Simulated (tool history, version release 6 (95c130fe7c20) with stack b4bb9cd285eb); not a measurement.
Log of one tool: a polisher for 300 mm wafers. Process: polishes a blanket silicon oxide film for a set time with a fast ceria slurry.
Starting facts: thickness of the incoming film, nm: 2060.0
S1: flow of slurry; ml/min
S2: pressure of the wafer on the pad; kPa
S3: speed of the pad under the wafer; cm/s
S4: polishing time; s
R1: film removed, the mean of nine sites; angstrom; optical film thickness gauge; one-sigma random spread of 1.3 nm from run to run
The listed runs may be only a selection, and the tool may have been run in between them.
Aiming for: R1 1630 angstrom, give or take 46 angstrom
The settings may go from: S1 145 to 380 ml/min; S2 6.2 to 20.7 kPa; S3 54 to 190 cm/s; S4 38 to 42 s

run 1 hour=0 | S1=245 S2=13.1 S3=122 S4=42 | R1=5197.9
run 2 hour=3 | S1=245 S2=11 S3=122 S4=42 | R1=4553.4
run 3 hour=6.1 | S1=235 S2=10.3 S3=114 S4=42 | R1=3982.6
run 4 hour=9.7 | S1=235 S2=10.3 S3=114 S4=38 | R1=3579.4
run 5 hour=13.7 | S1=230 S2=9.7 S3=108 S4=38 | R1=3206.9
run 6 hour=15.1 | S1=225 S2=9 S3=104 S4=38 | R1=2889.1
run 7 hour=20.5 | S1=220 S2=9 S3=100 S4=38 | R1=2781.6
run 8 hour=25.4 | S1=215 S2=9 S3=96 S4=38 | R1=2709.8
run 9 hour=33.4 | S1=210 S2=9 S3=92 S4=38 | R1=2556.9
run 10 hour=35.3 | S1=205 S2=9 S3=90 S4=38 | R1=2487.1
run 11 hour=36.6 | S1=200 S2=9 S3=88 S4=38 | R1=2465.5
run 12 hour=41.9 | S1=200 S2=9 S3=86 S4=38 | R1=2413.8
-- hour=44 head pressure recalibrated
run 13 hour=44 | S1=195 S2=9 S3=84 S4=38 | R1=2114.5
run 14 hour=46.3 | S1=190 S2=9 S3=84 S4=38 | R1=2114.7
run 15 hour=53.5 | S1=185 S2=9 S3=84 S4=38 | R1=2111.8
run 16 hour=61.3 | S1=180 S2=9 S3=84 S4=38 | R1=2098
run 17 hour=69.1 | S1=175 S2=9 S3=84 S4=38 | R1=2088.3
run 18 hour=73.6 | S1=170 S2=9 S3=84 S4=38 | R1=2100.3
run 19 hour=80.8 | S1=165 S2=9 S3=84 S4=38 | R1=2078.7
run 20 hour=89.6 | S1=155 S2=7.6 S3=82 S4=38 | R1=1760

5 next moves are on the table. One of them brings every result within its allowed miss. Which?
run A hour=98.4 | S1=190 S2=6.9 S3=72 S4=40 | R1=?
run B hour=98.4 | S1=145 S2=8.3 S3=66 S4=38 | R1=?
run C hour=98.4 | S1=145 S2=7.6 S3=72 S4=38 | R1=?
run D hour=98.4 | S1=190 S2=6.2 S3=88 S4=38 | R1=?
run E hour=98.4 | S1=145 S2=6.9 S3=76 S4=38 | R1=?

move=A R1=1553.9
move=B R1=1511.4
move=C R1=1529.5
move=D R1=1646.9
move=E R1=1492.5
A: takes the biggest miss from the last run beyond its target
B: takes the biggest miss from the last run beyond its target
C: takes the biggest miss from the last run beyond its target
D: in spec on every target
E: takes the biggest miss from the last run beyond its target
The right move is D.
